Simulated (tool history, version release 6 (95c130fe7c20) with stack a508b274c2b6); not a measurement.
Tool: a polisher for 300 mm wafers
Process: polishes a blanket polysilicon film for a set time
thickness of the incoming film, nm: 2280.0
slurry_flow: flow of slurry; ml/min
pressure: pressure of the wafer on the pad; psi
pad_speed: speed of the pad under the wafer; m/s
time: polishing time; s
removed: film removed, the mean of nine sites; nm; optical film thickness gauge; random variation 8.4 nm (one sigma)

run,hour,slurry_flow,pressure,pad_speed,time,removed
1,0,200,2,1,80,368.98
2,7.8,220,2,1,80,371.36
3,15.6,220,2.2,1.02,80,420.68
4,16.8,220,2.4,1.02,80,443.43
5,21.3,220,2.5,1.06,80,484.37
6,27.7,220,2.9,1.06,80,547.55
7,33.8,220,2.9,1.1,80,574.66
8,35,220,2.9,1.12,80,574.12
9,40.5,220,2.9,1.14,80,588
10,46.3,220,2.9,1.16,80,594.01
11,51.1,220,2.9,1.18,80,616.92
12,59.2,220,2.9,1.2,80,618.62

Run 13 comes next. What will it give?
# hour 66.4: worn pad replaced by a new one
13,66.4,220,2.9,1.2,80,?

{"run 13": {"removed": 663.01}}

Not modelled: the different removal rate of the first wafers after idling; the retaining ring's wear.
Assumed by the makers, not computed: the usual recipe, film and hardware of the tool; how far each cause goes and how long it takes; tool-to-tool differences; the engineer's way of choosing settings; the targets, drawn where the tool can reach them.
